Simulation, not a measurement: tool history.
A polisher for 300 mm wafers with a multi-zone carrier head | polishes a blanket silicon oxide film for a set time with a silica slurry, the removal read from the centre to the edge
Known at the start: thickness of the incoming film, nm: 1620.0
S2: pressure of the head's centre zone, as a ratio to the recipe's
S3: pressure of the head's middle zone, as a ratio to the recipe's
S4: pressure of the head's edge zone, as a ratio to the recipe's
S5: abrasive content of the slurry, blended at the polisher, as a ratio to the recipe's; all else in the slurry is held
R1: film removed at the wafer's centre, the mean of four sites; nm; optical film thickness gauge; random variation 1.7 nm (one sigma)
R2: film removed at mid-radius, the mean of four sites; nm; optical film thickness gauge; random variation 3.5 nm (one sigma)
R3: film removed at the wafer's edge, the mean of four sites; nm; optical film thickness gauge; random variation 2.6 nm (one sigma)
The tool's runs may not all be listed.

{"run": 1, "hour": 0.0, "flow of slurry (ml/min)": 190, "S2": 1, "S3": 1, "S4": 1, "S5": 1, "polishing time (s)": 88, "R1": 186.82, "R2": 184.21, "R3": 183.65}
{"run": 2, "hour": 8.4, "flow of slurry (ml/min)": 190, "S2": 1, "S3": 1, "S4": 1, "S5": 0.85, "polishing time (s)": 88, "R1": 174.86, "R2": 172.62, "R3": 169.63}
{"run": 3, "hour": 13.9, "flow of slurry (ml/min)": 200, "S2": 1.02, "S3": 1.03, "S4": 1.01, "S5": 0.9, "polishing time (s)": 88, "R1": 186.56, "R2": 182.48, "R3": 176.18}
{"run": 4, "hour": 18.1, "flow of slurry (ml/min)": 200, "S2": 1.02, "S3": 1.03, "S4": 1.01, "S5": 0.9, "polishing time (s)": 79, "R1": 167.41, "R2": 163.04, "R3": 160.79}
{"run": 5, "hour": 24.0, "flow of slurry (ml/min)": 200, "S2": 1.02, "S3": 1.03, "S4": 0.96, "S5": 0.9, "polishing time (s)": 79, "R1": 167.38, "R2": 158.82, "R3": 156.23}
{"run": 6, "hour": 26.6, "flow of slurry (ml/min)": 205, "S2": 1.04, "S3": 1.05, "S4": 0.98, "S5": 1, "polishing time (s)": 79, "R1": 179.42, "R2": 173.88, "R3": 159.7}

Run 7 is up next; what results do you expect?
{"run": 7, "hour": 31.4, "flow of slurry (ml/min)": 190, "S2": 1.05, "S3": 0.97, "S4": 1.08, "S5": 1.25, "polishing time (s)": 101, "R1": "?", "R2": "?", "R3": "?"}

R1: 249.21 nm
R2: 229.99 nm
R3: 242.88 nm
